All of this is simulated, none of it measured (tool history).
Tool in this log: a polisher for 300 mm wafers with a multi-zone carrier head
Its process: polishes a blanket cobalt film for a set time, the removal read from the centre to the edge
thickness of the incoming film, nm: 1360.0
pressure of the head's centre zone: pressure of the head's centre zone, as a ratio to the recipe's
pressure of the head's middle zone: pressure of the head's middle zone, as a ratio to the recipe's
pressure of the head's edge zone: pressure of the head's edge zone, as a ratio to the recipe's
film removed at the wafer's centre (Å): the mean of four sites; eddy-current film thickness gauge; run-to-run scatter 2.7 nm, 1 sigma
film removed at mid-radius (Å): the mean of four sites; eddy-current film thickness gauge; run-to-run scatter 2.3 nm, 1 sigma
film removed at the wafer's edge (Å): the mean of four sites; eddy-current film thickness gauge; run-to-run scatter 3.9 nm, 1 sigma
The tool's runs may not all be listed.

run	hour	flow of slurry (ml/min)	pressure of the head's centre zone	pressure of the head's middle zone	pressure of the head's edge zone	polishing time (s)	film removed at the wafer's centre (Å)	film removed at mid-radius (Å)	film removed at the wafer's edge (Å)
1	0.0	125	1.00	1.00	1.00	86	3584.7	3428.7	3555.1
2	1.5	125	1.00	1.00	1.00	74	3040.2	3014.0	3173.3
3	8.1	125	1.00	1.00	1.00	94	3908.3	3814.8	3928.7
4	13.2	125	1.00	1.00	1.05	94	3887.0	3821.6	4078.0
5	14.8	125	1.00	1.00	1.09	94	3898.5	3796.4	4196.6
6	16.1	140	1.00	1.00	1.09	94	3979.4	3912.4	4171.6
7	22.4	140	1.00	1.00	1.09	94	3871.4	3946.9	4156.6
# hour 26.2: worn pad replaced by a new one
8	26.2	140	0.99	0.98	1.06	89	3926.1	3814.5	4060.6
9	27.3	130	1.02	1.00	1.05	88	3874.7	3801.9	3853.2
10	34.4	125	1.01	1.00	1.01	86	3840.5	3671.9	3789.8
11	40.6	120	0.99	0.99	0.98	83	3535.6	3489.8	3655.3

Predict the results of run 12:
12	45.1	115	1.01	1.01	1.00	80	?	?	?

film removed at the wafer's centre (Å): 3464.8
film removed at mid-radius (Å): 3466.7
film removed at the wafer's edge (Å): 3501.0
